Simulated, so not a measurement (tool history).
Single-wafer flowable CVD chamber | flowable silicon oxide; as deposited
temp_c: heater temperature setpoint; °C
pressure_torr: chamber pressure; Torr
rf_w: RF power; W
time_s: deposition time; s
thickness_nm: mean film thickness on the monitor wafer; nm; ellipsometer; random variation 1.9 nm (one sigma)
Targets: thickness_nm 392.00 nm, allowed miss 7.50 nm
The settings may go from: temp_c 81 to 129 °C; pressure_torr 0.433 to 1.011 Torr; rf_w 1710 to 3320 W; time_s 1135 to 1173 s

run,hour,temp_c,pressure_torr,rf_w,time_s,thickness_nm
1,0.0,105,0.722,2515,1135,479.20
2,6.8,105,0.829,2515,1135,546.97
3,8.3,114,0.829,2515,1135,426.58
4,16.5,114,0.829,2515,1135,418.82
5,18.9,115,0.829,2515,1135,410.85
# hour 25.8: capacitance manometer re-zeroed and calibrated
6,25.8,106,0.829,2515,1135,493.62
7,33.9,108,0.828,2515,1135,468.09
8,41.0,108,0.828,2515,1135,474.22

4 next moves are on the table. One of them brings every result within its allowed miss. Which?
A,48.1,104,0.847,2580,1137,?
B,48.1,114,0.795,2185,1139,?
C,48.1,113,0.847,2465,1135,?
D,48.1,118,0.928,2240,1147,?

move,thickness_nm
A,541.97
B,373.39
C,415.00
D,393.95
A: further off than the last run
B: takes the result that was furthest off past its target
C: nearer than the last run, and not there yet
D: meets every target
Answer: D

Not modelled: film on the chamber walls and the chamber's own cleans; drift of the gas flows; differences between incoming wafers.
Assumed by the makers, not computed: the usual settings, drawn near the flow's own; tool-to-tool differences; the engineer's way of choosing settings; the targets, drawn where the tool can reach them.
